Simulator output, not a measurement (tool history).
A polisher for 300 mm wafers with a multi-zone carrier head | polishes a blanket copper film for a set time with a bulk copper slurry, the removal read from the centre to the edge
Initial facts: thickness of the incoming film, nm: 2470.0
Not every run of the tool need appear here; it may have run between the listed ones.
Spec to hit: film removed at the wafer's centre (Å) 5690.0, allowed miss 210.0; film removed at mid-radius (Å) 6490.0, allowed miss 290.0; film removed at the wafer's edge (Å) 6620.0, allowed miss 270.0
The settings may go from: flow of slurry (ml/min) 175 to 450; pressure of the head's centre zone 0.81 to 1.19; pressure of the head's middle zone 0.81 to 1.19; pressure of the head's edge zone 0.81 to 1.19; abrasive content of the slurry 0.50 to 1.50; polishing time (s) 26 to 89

run	hour	flow of slurry (ml/min)	pressure of the head's centre zone	pressure of the head's middle zone	pressure of the head's edge zone	abrasive content of the slurry	polishing time (s)	film removed at the wafer's centre (Å)	film removed at mid-radius (Å)	film removed at the wafer's edge (Å)
1	0.0	290	1.00	1.00	1.00	1.00	57	8156.0	8693.3	8293.3
2	3.3	290	1.00	1.07	1.00	1.00	57	8172.3	9014.9	8286.9
3	10.5	290	0.92	1.07	1.00	1.00	57	7463.8	9093.4	8354.8
4	15.8	290	0.92	1.05	1.00	0.95	56	7222.6	8692.1	8047.3
5	18.7	345	0.92	1.05	1.00	0.95	56	7457.5	8829.1	8133.8
6	22.9	345	0.92	1.05	1.00	0.80	56	7189.5	8657.8	8011.3
7	25.2	345	0.92	1.03	0.99	0.75	55	7014.9	8271.3	7671.8
8	31.7	345	0.91	1.01	0.99	0.70	55	6870.9	7774.2	7544.0
9	36.6	345	0.91	1.01	0.99	0.70	55	6809.3	7883.2	7444.5
10	44.9	325	0.81	0.91	0.92	0.50	52	5420.5	6348.5	6409.8

Which single option among these 4 for the next run brings every result within its allowed miss of target? Just one does.
A	53.2	280	0.96	0.94	0.85	0.50	51	?	?	?
B	53.2	345	0.81	0.92	0.95	0.50	51	?	?	?
C	53.2	365	0.90	0.92	0.88	0.50	49	?	?	?
D	53.2	335	0.85	0.91	0.92	0.60	51	?	?	?

move	film removed at the wafer's centre (Å)	film removed at mid-radius (Å)	film removed at the wafer's edge (Å)
A	6211.4	6436.9	6107.3
B	5356.6	6462.0	6533.3
C	5754.9	6236.7	6081.8
D	5789.8	6593.9	6633.6
A: moves the result that the last run missed by most past its target, out the other side
B: misses by more than the last run did
C: the worst result of the last run now meets its target, but another is out of spec
D: meets every target
Answer: D
